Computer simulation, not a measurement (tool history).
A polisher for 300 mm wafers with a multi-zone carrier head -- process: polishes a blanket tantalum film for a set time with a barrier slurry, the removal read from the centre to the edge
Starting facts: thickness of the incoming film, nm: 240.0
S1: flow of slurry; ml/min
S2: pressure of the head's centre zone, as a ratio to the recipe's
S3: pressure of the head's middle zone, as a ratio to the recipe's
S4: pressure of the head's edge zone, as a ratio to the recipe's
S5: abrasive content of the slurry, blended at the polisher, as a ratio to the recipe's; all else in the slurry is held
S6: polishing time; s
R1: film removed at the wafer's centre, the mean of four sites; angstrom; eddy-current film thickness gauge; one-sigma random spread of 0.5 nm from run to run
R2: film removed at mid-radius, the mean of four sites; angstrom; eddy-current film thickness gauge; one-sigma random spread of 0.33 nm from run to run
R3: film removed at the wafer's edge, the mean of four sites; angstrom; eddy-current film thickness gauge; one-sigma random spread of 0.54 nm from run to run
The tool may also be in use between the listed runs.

run	day	S1	S2	S3	S4	S5	S6	R1	R2	R3
1	0.000	275	1.00	1.00	1.00	1.00	66	659.91	669.51	650.01
2	0.083	275	1.00	0.92	1.00	1.00	66	646.23	617.94	678.65
3	0.383	275	1.00	0.93	0.97	0.90	63	605.20	587.06	616.38
4	0.575	275	1.00	0.93	0.95	0.80	60	563.87	549.88	561.97
5	0.842	270	0.99	0.92	0.93	0.75	58	536.54	517.85	522.58
6	1.092	260	0.97	0.91	0.91	0.70	58	510.15	504.27	512.34
7	1.283	255	0.96	0.91	0.89	0.65	57	485.36	488.12	487.57

Run 8, settings as shown, results not yet in. Your forecast:
8	1.333	250	0.96	0.91	0.87	0.60	57	?	?	?

{"run 8": {"R1": 480.45, "R2": 483.92, "R3": 481.86}}
